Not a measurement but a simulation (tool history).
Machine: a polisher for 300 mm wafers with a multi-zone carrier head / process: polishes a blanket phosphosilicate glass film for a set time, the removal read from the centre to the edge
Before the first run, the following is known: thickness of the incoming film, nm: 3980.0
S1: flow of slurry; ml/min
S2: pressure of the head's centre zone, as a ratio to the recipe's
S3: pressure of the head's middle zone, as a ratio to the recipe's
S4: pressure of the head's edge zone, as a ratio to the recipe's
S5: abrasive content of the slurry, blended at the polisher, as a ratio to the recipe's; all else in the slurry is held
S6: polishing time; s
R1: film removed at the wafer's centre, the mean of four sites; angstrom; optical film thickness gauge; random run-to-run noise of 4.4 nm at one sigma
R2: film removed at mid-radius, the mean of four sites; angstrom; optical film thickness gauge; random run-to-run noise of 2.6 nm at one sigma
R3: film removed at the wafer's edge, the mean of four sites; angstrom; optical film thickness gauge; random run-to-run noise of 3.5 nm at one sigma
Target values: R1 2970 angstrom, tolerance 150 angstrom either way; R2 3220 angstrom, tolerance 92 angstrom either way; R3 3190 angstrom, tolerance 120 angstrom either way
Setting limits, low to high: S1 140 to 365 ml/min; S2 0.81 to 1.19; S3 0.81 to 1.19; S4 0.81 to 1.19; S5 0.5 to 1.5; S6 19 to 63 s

run,day,S1,S2,S3,S4,S5,S6,R1,R2,R3
1,0,235,1,1,1,1,41,4041.3,4072.9,3982.5
2,0.167,230,0.98,0.99,0.98,0.95,41,3793.3,3921.8,4018.3
3,0.267,235,0.98,1,0.98,0.9,40,3650.2,3762.4,3816.3
4,0.454,235,0.98,1.01,0.98,0.85,40,3732.2,3701.9,3714.4
5,0.775,235,0.96,1.02,0.97,0.8,40,3454.3,3595.6,3600.7
# day 1.125: slurry nozzle cleaned
6,1.125,235,0.96,1.02,1.04,0.8,40,3705.1,3843,3797.7
7,1.367,235,0.96,1.03,1.01,0.8,40,3698.4,3834.2,3747.7
8,1.392,235,0.95,1.03,0.98,0.8,40,3602,3866.6,3721.3
9,1.7,235,0.95,1.03,0.95,0.8,40,3506,3802.1,3654.9

Consider the 4 candidate settings below. Which is the only one whose results all fall within their allowed miss of target?
A,2.008,220,0.91,0.96,0.91,0.75,36,?,?,?
B,2.008,290,1.19,1.19,0.98,0.85,42,?,?,?
C,2.008,270,1.02,1,0.93,0.65,34,?,?,?
D,2.008,240,1,1.17,0.91,0.75,40,?,?,?

move,R1,R2,R3
A,2993.7,3222.4,3132.9
B,4996.5,4523,4034.3
C,3089.8,3009.1,2874.7
D,3711,3982.9,3507.6
A: in spec on every target
B: lands further from the targets than the last run did
C: carries the result that was furthest off beyond its target, to the other side
D: lands further from the targets than the last run did
The right move is A.
